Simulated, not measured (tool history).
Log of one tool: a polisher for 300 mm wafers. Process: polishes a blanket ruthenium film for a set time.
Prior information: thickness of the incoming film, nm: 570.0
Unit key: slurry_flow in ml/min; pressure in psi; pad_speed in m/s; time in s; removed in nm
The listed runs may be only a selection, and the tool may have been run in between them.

| run | hour | slurry_flow | pressure | pad_speed | time | removed |
|---|---|---|---|---|---|---|
| 1 | 0 | 285 | 1.5 | 1.14 | 47 | 42.328 |
| 2 | 3.3 | 285 | 1.5 | 1.14 | 49 | 44.218 |
| 3 | 10.5 | 285 | 1.3 | 1.1 | 49 | 37.63 |
| 4 | 16.7 | 285 | 1.2 | 1.1 | 49 | 35.19 |
| 5 | 25.1 | 285 | 1.2 | 1.2 | 49 | 37.939 |
| 6 | 28.3 | 285 | 1.1 | 1.2 | 49 | 35.115 |

What does the tool deliver on the next run?
| 7 | 29 | 285 | 1 | 1.14 | 49 | ? |

{"run 7": {"removed": 30.954}}

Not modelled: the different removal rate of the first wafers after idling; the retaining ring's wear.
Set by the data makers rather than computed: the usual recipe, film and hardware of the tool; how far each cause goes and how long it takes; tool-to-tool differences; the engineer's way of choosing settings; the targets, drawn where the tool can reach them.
